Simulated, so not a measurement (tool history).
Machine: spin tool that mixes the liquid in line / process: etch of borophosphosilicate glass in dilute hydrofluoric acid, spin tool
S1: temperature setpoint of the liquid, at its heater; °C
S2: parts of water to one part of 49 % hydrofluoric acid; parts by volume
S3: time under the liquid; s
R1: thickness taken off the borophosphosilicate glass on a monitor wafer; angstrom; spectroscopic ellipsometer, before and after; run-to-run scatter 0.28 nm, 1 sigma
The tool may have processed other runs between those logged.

{"run": 1, "hour": 0.0, "S1": 25, "S2": 145, "S3": 55, "R1": 213.38}
{"run": 2, "hour": 1.9, "S1": 22.5, "S2": 145, "S3": 55, "R1": 198.36}
{"run": 3, "hour": 6.7, "S1": 22.5, "S2": 175, "S3": 55, "R1": 156.11}
{"run": 4, "hour": 14.2, "S1": 22.5, "S2": 125, "S3": 55, "R1": 231.33}
{"run": 5, "hour": 17.9, "S1": 24, "S2": 125, "S3": 55, "R1": 241.9}
{"run": 6, "hour": 18.7, "S1": 25.5, "S2": 125, "S3": 55, "R1": 263.13}
{"run": 7, "hour": 26.7, "S1": 26.5, "S2": 125, "S3": 55, "R1": 268.56}

What does the tool deliver on the next run?
{"run": 8, "hour": 29.4, "S1": 27.5, "S2": 125, "S3": 55, "R1": "?"}

R1: 281.5 angstrom
